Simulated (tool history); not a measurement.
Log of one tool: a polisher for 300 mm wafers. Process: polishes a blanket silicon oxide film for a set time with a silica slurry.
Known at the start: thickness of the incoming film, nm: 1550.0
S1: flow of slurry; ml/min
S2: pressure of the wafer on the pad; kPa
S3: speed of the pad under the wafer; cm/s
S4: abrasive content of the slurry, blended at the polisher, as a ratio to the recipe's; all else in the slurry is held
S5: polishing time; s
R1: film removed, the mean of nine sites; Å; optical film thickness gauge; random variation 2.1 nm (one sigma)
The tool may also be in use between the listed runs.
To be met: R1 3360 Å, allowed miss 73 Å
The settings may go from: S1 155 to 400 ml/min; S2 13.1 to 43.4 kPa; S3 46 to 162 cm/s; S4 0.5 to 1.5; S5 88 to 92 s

Run 1, hour 0: S1 255 ml/min, S2 28.3 kPa, S3 104 cm/s, S4 1, S5 88 s. Result: R1 2231.2 Å.
Run 2, hour 5.7: S1 255 ml/min, S2 28.3 kPa, S3 104 cm/s, S4 1, S5 88 s. Result: R1 2236.4 Å.
Run 3, hour 11.9: S1 255 ml/min, S2 28.3 kPa, S3 104 cm/s, S4 1.2, S5 88 s. Result: R1 2382 Å.
Run 4, hour 16.8: S1 260 ml/min, S2 30.3 kPa, S3 104 cm/s, S4 1.2, S5 88 s. Result: R1 2523.1 Å.
Run 5, hour 24.9: S1 230 ml/min, S2 30.3 kPa, S3 104 cm/s, S4 1.2, S5 88 s. Result: R1 2463.3 Å.
Run 6, hour 26.7: S1 205 ml/min, S2 30.3 kPa, S3 104 cm/s, S4 1.2, S5 88 s. Result: R1 2471.5 Å.
Run 7, hour 28.8: S1 215 ml/min, S2 32.4 kPa, S3 104 cm/s, S4 1.2, S5 88 s. Result: R1 2593.3 Å.
Run 8, hour 33.9: S1 235 ml/min, S2 33.8 kPa, S3 104 cm/s, S4 1.2, S5 88 s. Result: R1 2723.2 Å.
Run 9, hour 36.8: S1 245 ml/min, S2 35.2 kPa, S3 104 cm/s, S4 1.2, S5 88 s. Result: R1 2824 Å.
Run 10, hour 41.4: S1 250 ml/min, S2 36.5 kPa, S3 104 cm/s, S4 1.2, S5 88 s. Result: R1 2922.2 Å.
Run 11, hour 47.8: S1 250 ml/min, S2 36.5 kPa, S3 104 cm/s, S4 1.2, S5 88 s. Result: R1 2935.4 Å.
Run 12, hour 55.4: S1 255 ml/min, S2 37.2 kPa, S3 104 cm/s, S4 1.2, S5 88 s. Result: R1 2974.6 Å.
Run 13, hour 61.5: S1 260 ml/min, S2 37.9 kPa, S3 104 cm/s, S4 1.2, S5 88 s. Result: R1 3012.7 Å.
Run 14, hour 66.1: S1 260 ml/min, S2 38.6 kPa, S3 104 cm/s, S4 1.2, S5 88 s. Result: R1 3050.6 Å.

5 next moves are on the table. One of them brings every result within its allowed miss. Which?
Run A, hour 70.7: S1 260 ml/min, S2 42.7 kPa, S3 108 cm/s, S4 1.15, S5 92 s. Result: R1 ?.
Run B, hour 70.7: S1 215 ml/min, S2 35.2 kPa, S3 94 cm/s, S4 1.15, S5 90 s. Result: R1 ?.
Run C, hour 70.7: S1 380 ml/min, S2 43.4 kPa, S3 88 cm/s, S4 1.35, S5 89 s. Result: R1 ?.
Run D, hour 70.7: S1 270 ml/min, S2 39.3 kPa, S3 110 cm/s, S4 1.05, S5 91 s. Result: R1 ?.
Run E, hour 70.7: S1 255 ml/min, S2 37.2 kPa, S3 108 cm/s, S4 1.15, S5 92 s. Result: R1 ?.

move      R1
   A  3495.4
   B  2631.7
   C  3361.6
   D  3165.2
   E  3104.4
A: takes the result that was furthest off past its target
B: further off than the last run
C: meets every target
D: nearer than the last run, and not there yet
E: nearer than the last run, and not there yet
Move C is the one to make.
